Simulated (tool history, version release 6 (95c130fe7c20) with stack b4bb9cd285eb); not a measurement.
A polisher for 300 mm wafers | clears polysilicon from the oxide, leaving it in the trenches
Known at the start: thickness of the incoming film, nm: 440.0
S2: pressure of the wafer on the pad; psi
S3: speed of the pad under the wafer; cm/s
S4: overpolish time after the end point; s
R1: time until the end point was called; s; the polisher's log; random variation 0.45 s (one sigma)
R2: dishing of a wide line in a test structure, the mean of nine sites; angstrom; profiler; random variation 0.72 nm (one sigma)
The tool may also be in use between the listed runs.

{"run": 1, "hour": 0.0, "flow of slurry (ml/min)": 300, "S2": 2, "S3": 80, "S4": 11, "R1": 65.911, "R2": 364.48}
{"run": 2, "hour": 3.4, "flow of slurry (ml/min)": 300, "S2": 2.4, "S3": 80, "S4": 11, "R1": 56.36, "R2": 368.02}
{"run": 3, "hour": 8.7, "flow of slurry (ml/min)": 230, "S2": 2.4, "S3": 80, "S4": 11, "R1": 57.813, "R2": 370.28}
{"run": 4, "hour": 10.4, "flow of slurry (ml/min)": 230, "S2": 2, "S3": 80, "S4": 11, "R1": 69.764, "R2": 357.53}
{"run": 5, "hour": 13.1, "flow of slurry (ml/min)": 240, "S2": 2.1, "S3": 80, "S4": 10, "R1": 64.915, "R2": 342.79}
{"run": 6, "hour": 15.7, "flow of slurry (ml/min)": 180, "S2": 2.1, "S3": 80, "S4": 10, "R1": 66.361, "R2": 345.59}
{"run": 7, "hour": 18.4, "flow of slurry (ml/min)": 180, "S2": 2.2, "S3": 80, "S4": 10, "R1": 65.882, "R2": 361.3}
{"run": 8, "hour": 26.0, "flow of slurry (ml/min)": 195, "S2": 2.3, "S3": 80, "S4": 9, "R1": 61.831, "R2": 351.73}
{"run": 9, "hour": 30.3, "flow of slurry (ml/min)": 200, "S2": 2.4, "S3": 80, "S4": 8, "R1": 59.542, "R2": 330.55}
{"run": 10, "hour": 36.5, "flow of slurry (ml/min)": 205, "S2": 2.5, "S3": 80, "S4": 8, "R1": 58.06, "R2": 350.91}
{"run": 11, "hour": 45.4, "flow of slurry (ml/min)": 215, "S2": 2.6, "S3": 80, "S4": 7, "R1": 55.122, "R2": 311.55}

Forecast run 12:
{"run": 12, "hour": 46.6, "flow of slurry (ml/min)": 220, "S2": 2.7, "S3": 80, "S4": 7, "R1": "?", "R2": "?"}

R1: 53.254 s
R2: 328.31 angstrom
